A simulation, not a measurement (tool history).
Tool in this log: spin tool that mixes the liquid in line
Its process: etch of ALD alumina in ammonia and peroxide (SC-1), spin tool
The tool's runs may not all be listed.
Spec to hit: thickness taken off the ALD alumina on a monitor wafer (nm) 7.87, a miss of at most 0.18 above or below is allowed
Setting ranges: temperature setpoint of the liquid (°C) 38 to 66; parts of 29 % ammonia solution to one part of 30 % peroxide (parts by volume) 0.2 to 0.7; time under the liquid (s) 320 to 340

run,hour,temperature setpoint of the liquid (°C),parts of 29 % ammonia solution to one part of 30 % peroxide (parts by volume),time under the liquid (s),thickness taken off the ALD alumina on a monitor wafer (nm)
1,0,50,0.4,320,13.282
2,6,50,0.4,320,13.264
3,11,50,0.4,320,13.41
4,19,50,0.45,320,13.478
5,21.4,48.5,0.45,320,12.372
6,25.5,47.5,0.45,320,11.758
7,30,46.5,0.45,320,10.915
8,37.8,45.5,0.45,320,10.438
9,41.6,39,0.45,320,7.162

Which single option among these 5 for the next run brings every result within its allowed miss of target? Just one does.
A,45.4,39.5,0.45,325,?
B,45.4,41,0.4,340,?
C,45.4,41,0.35,320,?
D,45.4,38.5,0.4,320,?
E,45.4,40,0.65,340,?

move,thickness taken off the ALD alumina on a monitor wafer (nm)
A,7.4966
B,8.4715
C,7.872
D,6.8772
E,8.3669
A: nearer the targets than the last run, but a result is still out of spec
B: the result that was furthest off in the last run now lies on the other side of its target
C: every result within its allowed miss
D: its largest miss is bigger than the last run's
E: the result that was furthest off in the last run now lies on the other side of its target
C is the move that brings every result within its allowed miss.
